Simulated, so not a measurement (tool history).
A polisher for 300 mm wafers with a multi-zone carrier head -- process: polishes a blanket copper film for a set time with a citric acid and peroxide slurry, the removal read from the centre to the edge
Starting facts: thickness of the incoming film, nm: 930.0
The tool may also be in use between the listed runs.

run,day,flow of slurry (ml/min),pressure of the head's centre zone,pressure of the head's middle zone,pressure of the head's edge zone,abrasive content of the slurry,polishing time (s),film removed at the wafer's centre (nm),film removed at mid-radius (nm),film removed at the wafer's edge (nm)
1,0,230,1,1,1,1,44,107.75,105.78,107.53
2,0.279,230,1,1.08,1,1,44,108.42,114.4,112.14
3,0.654,230,1.04,1.08,1,1,44,111.22,114.83,110.41
4,0.921,235,1.02,1.1,1.02,1.05,45,113.31,120.92,112.51
5,1.021,235,1.02,1.14,1.02,1.05,45,114.95,124.86,114.63
6,1.288,235,1.02,1.18,1.02,1.05,45,113.74,128.46,114.2
7,1.317,225,0.99,1.17,1.04,1.1,47,115.36,132.54,120.15
8,1.592,220,0.97,1.16,1.06,1.15,49,119.5,137.26,129.44

Expected results for the next run?
# day 1.733: slurry nozzle cleaned
9,1.733,220,0.97,1.16,1.06,1.15,49,?,?,?

film removed at the wafer's centre (nm): 122.46
film removed at mid-radius (nm): 140.81
film removed at the wafer's edge (nm): 133.33
